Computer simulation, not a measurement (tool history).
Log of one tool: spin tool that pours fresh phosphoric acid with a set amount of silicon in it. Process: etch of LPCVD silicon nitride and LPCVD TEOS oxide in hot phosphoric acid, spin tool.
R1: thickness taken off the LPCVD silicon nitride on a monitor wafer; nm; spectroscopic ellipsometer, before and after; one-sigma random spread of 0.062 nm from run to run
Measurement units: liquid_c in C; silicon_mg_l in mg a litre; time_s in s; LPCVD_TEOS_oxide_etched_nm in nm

run 1 hour=0 | liquid_c=163 silicon_mg_l=15 time_s=65 | R1=5.9903 LPCVD_TEOS_oxide_etched_nm=0.30727
run 2 hour=1.1 | liquid_c=164 silicon_mg_l=12.5 time_s=65 | R1=6.1631 LPCVD_TEOS_oxide_etched_nm=0.36673
run 3 hour=5.2 | liquid_c=164 silicon_mg_l=12.5 time_s=85 | R1=8.247 LPCVD_TEOS_oxide_etched_nm=0.44712
run 4 hour=9.6 | liquid_c=164 silicon_mg_l=12.5 time_s=100 | R1=9.5083 LPCVD_TEOS_oxide_etched_nm=0.47268
run 5 hour=17 | liquid_c=164 silicon_mg_l=12.5 time_s=115 | R1=10.974 LPCVD_TEOS_oxide_etched_nm=0.54097
run 6 hour=20.9 | liquid_c=163 silicon_mg_l=8.5 time_s=105 | R1=9.8271 LPCVD_TEOS_oxide_etched_nm=0.53982
run 7 hour=28.7 | liquid_c=162.5 silicon_mg_l=5.5 time_s=100 | R1=8.9524 LPCVD_TEOS_oxide_etched_nm=0.51417
run 8 hour=34.7 | liquid_c=162 silicon_mg_l=3.5 time_s=95 | R1=8.4581 LPCVD_TEOS_oxide_etched_nm=0.55331

Expected results for the next run?
run 9 hour=43.5 | liquid_c=161.5 silicon_mg_l=2.5 time_s=95 | R1=? LPCVD_TEOS_oxide_etched_nm=?

R1: 8.3696 nm
LPCVD_TEOS_oxide_etched_nm: 0.5044 nm

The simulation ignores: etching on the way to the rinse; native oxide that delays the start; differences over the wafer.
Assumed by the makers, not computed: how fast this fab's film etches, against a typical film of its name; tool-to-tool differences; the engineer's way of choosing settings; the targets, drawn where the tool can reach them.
